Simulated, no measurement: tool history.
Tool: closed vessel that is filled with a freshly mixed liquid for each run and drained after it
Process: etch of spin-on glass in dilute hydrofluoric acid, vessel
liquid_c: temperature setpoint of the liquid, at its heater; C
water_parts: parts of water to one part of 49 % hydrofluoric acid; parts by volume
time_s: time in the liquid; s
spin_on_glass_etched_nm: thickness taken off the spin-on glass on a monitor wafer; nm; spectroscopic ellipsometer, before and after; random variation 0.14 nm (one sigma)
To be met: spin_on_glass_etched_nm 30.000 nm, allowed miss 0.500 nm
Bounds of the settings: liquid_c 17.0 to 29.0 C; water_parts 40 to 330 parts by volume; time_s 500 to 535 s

| run | hour | liquid_c | water_parts | time_s | spin_on_glass_etched_nm |
|---|---|---|---|---|---|
| 1 | 0.0 | 21.0 | 185 | 500 | 50.780 |
| 2 | 2.5 | 19.5 | 185 | 500 | 47.625 |
| 3 | 4.3 | 22.0 | 185 | 500 | 52.503 |
| 4 | 10.7 | 22.0 | 185 | 535 | 56.214 |
| 5 | 15.0 | 22.0 | 120 | 535 | 93.857 |
| 6 | 18.4 | 20.5 | 155 | 535 | 65.418 |
| 7 | 26.1 | 19.5 | 180 | 535 | 52.841 |
| 8 | 31.3 | 19.0 | 195 | 535 | 47.496 |
| 9 | 34.2 | 18.5 | 210 | 535 | 42.653 |
| 10 | 38.1 | 18.0 | 220 | 535 | 39.462 |
| 11 | 40.0 | 17.5 | 230 | 535 | 36.960 |
| 12 | 47.3 | 17.5 | 240 | 535 | 35.012 |
| 13 | 49.6 | 17.5 | 245 | 535 | 34.036 |
| 14 | 57.1 | 17.5 | 250 | 535 | 33.147 |

4 next moves are on the table. One of them brings every result within its allowed miss. Which?
| A | 64.6 | 17.5 | 260 | 530 | ? |
| B | 64.6 | 18.0 | 260 | 515 | ? |
| C | 64.6 | 17.0 | 255 | 510 | ? |
| D | 64.6 | 19.0 | 265 | 510 | ? |

| move | spin_on_glass_etched_nm |
|---|---|
| A | 31.474 |
| B | 31.166 |
| C | 30.436 |
| D | 31.288 |
A: nearer than the last run, and not there yet
B: nearer than the last run, and not there yet
C: meets every target
D: nearer than the last run, and not there yet
Move C is the one to make.

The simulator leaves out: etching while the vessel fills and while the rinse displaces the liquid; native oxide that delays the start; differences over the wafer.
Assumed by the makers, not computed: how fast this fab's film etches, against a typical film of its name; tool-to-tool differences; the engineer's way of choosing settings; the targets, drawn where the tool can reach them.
